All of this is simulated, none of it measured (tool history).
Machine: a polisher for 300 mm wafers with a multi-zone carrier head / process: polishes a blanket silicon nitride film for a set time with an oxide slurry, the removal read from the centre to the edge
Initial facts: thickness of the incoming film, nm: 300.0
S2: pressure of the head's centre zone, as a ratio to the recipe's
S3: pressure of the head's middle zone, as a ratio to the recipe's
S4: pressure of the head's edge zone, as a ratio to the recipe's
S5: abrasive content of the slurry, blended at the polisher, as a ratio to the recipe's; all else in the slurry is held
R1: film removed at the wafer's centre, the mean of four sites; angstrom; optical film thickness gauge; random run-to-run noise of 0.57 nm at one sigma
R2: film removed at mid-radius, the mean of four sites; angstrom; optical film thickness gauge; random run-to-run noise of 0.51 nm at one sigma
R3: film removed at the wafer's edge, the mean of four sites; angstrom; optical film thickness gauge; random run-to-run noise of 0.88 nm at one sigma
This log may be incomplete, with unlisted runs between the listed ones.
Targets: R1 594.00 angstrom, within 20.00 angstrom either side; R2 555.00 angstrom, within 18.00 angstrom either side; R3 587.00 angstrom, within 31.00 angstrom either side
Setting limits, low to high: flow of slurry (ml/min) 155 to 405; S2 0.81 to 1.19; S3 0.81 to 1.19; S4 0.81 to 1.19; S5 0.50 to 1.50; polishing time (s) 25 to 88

run 1 hour=0.0 | flow_of_slurry_(ml/min)=260 S2=1.00 S3=1.00 S4=1.00 S5=1.00 polishing_time_(s)=56 | R1=395.23 R2=411.20 R3=403.79
run 2 hour=4.7 | flow_of_slurry_(ml/min)=260 S2=1.05 S3=1.00 S4=1.00 S5=1.00 polishing_time_(s)=56 | R1=410.08 R2=412.50 R3=402.42
run 3 hour=5.8 | flow_of_slurry_(ml/min)=195 S2=1.05 S3=1.00 S4=1.00 S5=1.00 polishing_time_(s)=56 | R1=401.27 R2=402.20 R3=394.24
run 4 hour=7.3 | flow_of_slurry_(ml/min)=195 S2=1.09 S3=1.00 S4=1.00 S5=1.00 polishing_time_(s)=56 | R1=424.61 R2=399.33 R3=398.50
run 5 hour=9.2 | flow_of_slurry_(ml/min)=195 S2=1.10 S3=1.01 S4=1.03 S5=1.10 polishing_time_(s)=57 | R1=449.19 R2=423.31 R3=406.07
run 6 hour=12.0 | flow_of_slurry_(ml/min)=195 S2=1.03 S3=1.01 S4=1.03 S5=1.10 polishing_time_(s)=57 | R1=423.18 R2=420.09 R3=415.12
run 7 hour=21.0 | flow_of_slurry_(ml/min)=195 S2=1.02 S3=1.00 S4=1.04 S5=1.15 polishing_time_(s)=59 | R1=440.25 R2=438.89 R3=447.68
run 8 hour=22.7 | flow_of_slurry_(ml/min)=195 S2=1.02 S3=1.00 S4=1.05 S5=1.20 polishing_time_(s)=60 | R1=453.73 R2=457.05 R3=458.09
run 9 hour=30.3 | flow_of_slurry_(ml/min)=215 S2=1.08 S3=0.93 S4=1.15 S5=1.45 polishing_time_(s)=67 | R1=585.36 R2=517.56 R3=554.76
run 10 hour=35.3 | flow_of_slurry_(ml/min)=215 S2=1.08 S3=0.94 S4=1.15 S5=1.45 polishing_time_(s)=67 | R1=573.43 R2=523.49 R3=574.07
run 11 hour=42.7 | flow_of_slurry_(ml/min)=220 S2=1.08 S3=0.95 S4=1.15 S5=1.45 polishing_time_(s)=67 | R1=574.66 R2=528.01 R3=581.08
run 12 hour=51.7 | flow_of_slurry_(ml/min)=220 S2=1.08 S3=0.96 S4=1.14 S5=1.45 polishing_time_(s)=67 | R1=575.68 R2=523.80 R3=583.95
run 13 hour=56.1 | flow_of_slurry_(ml/min)=210 S2=1.08 S3=0.96 S4=1.12 S5=1.45 polishing_time_(s)=67 | R1=571.97 R2=529.17 R3=576.50
run 14 hour=58.5 | flow_of_slurry_(ml/min)=210 S2=1.09 S3=0.97 S4=1.11 S5=1.45 polishing_time_(s)=67 | R1=579.19 R2=541.01 R3=558.57
run 15 hour=63.0 | flow_of_slurry_(ml/min)=210 S2=1.09 S3=0.97 S4=1.12 S5=1.45 polishing_time_(s)=67 | R1=577.17 R2=539.52 R3=574.37

5 candidate next runs follow, results not yet known. Just one meets every target within its allowed miss. Identify it.
run A hour=67.5 | flow_of_slurry_(ml/min)=195 S2=1.07 S3=0.95 S4=1.11 S5=1.25 polishing_time_(s)=75 | R1=? R2=? R3=?
run B hour=67.5 | flow_of_slurry_(ml/min)=195 S2=0.99 S3=1.02 S4=1.19 S5=1.50 polishing_time_(s)=70 | R1=? R2=? R3=?
run C hour=67.5 | flow_of_slurry_(ml/min)=210 S2=1.04 S3=0.96 S4=1.19 S5=1.30 polishing_time_(s)=70 | R1=? R2=? R3=?
run D hour=67.5 | flow_of_slurry_(ml/min)=290 S2=0.98 S3=0.89 S4=1.19 S5=1.45 polishing_time_(s)=67 | R1=? R2=? R3=?
run E hour=67.5 | flow_of_slurry_(ml/min)=200 S2=1.08 S3=0.93 S4=1.19 S5=1.45 polishing_time_(s)=67 | R1=? R2=? R3=?

move=A R1=596.62 R2=550.41 R3=610.68
move=B R1=552.44 R2=576.81 R3=626.74
move=C R1=556.24 R2=530.06 R3=602.06
move=D R1=544.78 R2=515.96 R3=614.85
move=E R1=567.53 R2=510.75 R3=595.37
A: every result within its allowed miss
B: carries the result that was furthest off beyond its target, to the other side
C: further off than the last run
D: further off than the last run
E: further off than the last run
Correct choice: A, which meets every target
